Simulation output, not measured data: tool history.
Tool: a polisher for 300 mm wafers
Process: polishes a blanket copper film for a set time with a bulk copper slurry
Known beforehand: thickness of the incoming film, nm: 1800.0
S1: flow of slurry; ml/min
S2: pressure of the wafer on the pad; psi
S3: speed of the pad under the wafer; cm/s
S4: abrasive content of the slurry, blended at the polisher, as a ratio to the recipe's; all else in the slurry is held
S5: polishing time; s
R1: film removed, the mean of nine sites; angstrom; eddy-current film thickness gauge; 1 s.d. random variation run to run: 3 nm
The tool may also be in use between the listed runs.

run,hour,S1,S2,S3,S4,S5,R1
1,0.0,275,3.5,138,1.00,60,10832.0
2,8.2,270,2.9,116,1.00,60,7600.8
3,10.9,265,2.5,104,1.00,60,5920.2
4,17.8,265,2.5,104,1.15,60,6185.1
5,25.5,260,2.2,96,1.15,60,5032.0
6,33.2,195,2.2,96,1.15,60,4896.3
7,37.8,190,1.6,80,1.15,60,3041.3
8,43.2,235,1.7,80,1.15,60,3291.2
9,43.8,250,1.8,80,1.15,60,3459.3

Estimate the outcome of run 10 from the log above:
10,47.4,255,1.8,80,1.15,60,?

{"run 10": {"R1": 3434.0}}

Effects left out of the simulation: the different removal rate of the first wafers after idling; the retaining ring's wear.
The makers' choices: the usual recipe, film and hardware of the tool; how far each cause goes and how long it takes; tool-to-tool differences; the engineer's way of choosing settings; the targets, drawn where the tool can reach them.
